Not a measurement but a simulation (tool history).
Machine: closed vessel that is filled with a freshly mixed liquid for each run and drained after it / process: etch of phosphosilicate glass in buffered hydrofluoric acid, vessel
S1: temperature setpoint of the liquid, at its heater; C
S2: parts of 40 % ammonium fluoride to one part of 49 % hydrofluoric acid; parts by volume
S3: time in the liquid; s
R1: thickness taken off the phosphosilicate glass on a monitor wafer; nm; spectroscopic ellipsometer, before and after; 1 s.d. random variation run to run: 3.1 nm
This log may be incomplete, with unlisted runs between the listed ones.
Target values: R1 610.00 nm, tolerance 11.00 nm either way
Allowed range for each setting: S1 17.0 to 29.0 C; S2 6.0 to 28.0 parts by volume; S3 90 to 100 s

| run | hour | S1 | S2 | S3 | R1 |
|---|---|---|---|---|---|
| 1 | 0.0 | 21.0 | 17.0 | 90 | 298.97 |
| 2 | 7.5 | 19.0 | 17.0 | 90 | 266.00 |
| 3 | 15.7 | 19.0 | 17.0 | 90 | 266.50 |
| 4 | 21.3 | 20.0 | 16.5 | 90 | 288.42 |
| 5 | 26.7 | 21.0 | 16.0 | 90 | 317.14 |
| 6 | 35.3 | 21.0 | 16.0 | 100 | 354.48 |
| 7 | 40.9 | 22.0 | 15.5 | 100 | 388.02 |
| 8 | 44.8 | 23.0 | 15.5 | 100 | 405.86 |
| 9 | 45.4 | 23.5 | 15.0 | 100 | 435.64 |
| 10 | 52.4 | 27.5 | 14.5 | 100 | 551.17 |
| 11 | 55.2 | 27.5 | 14.5 | 100 | 555.59 |
| 12 | 61.5 | 28.5 | 14.5 | 100 | 584.74 |

Which single option among these 5 for the next run brings every result within its allowed miss of target? Just one does.
| A | 67.8 | 29.0 | 13.5 | 90 | ? |
| B | 67.8 | 29.0 | 16.0 | 100 | ? |
| C | 67.8 | 28.5 | 14.5 | 95 | ? |
| D | 67.8 | 26.5 | 13.0 | 95 | ? |
| E | 67.8 | 28.5 | 12.5 | 90 | ? |

| move | R1 |
|---|---|
| A | 580.51 |
| B | 545.97 |
| C | 556.16 |
| D | 555.45 |
| E | 609.34 |
A: its largest miss is bigger than the last run's
B: its largest miss is bigger than the last run's
C: its largest miss is bigger than the last run's
D: its largest miss is bigger than the last run's
E: in spec on every target
E is the move that brings every result within its allowed miss.

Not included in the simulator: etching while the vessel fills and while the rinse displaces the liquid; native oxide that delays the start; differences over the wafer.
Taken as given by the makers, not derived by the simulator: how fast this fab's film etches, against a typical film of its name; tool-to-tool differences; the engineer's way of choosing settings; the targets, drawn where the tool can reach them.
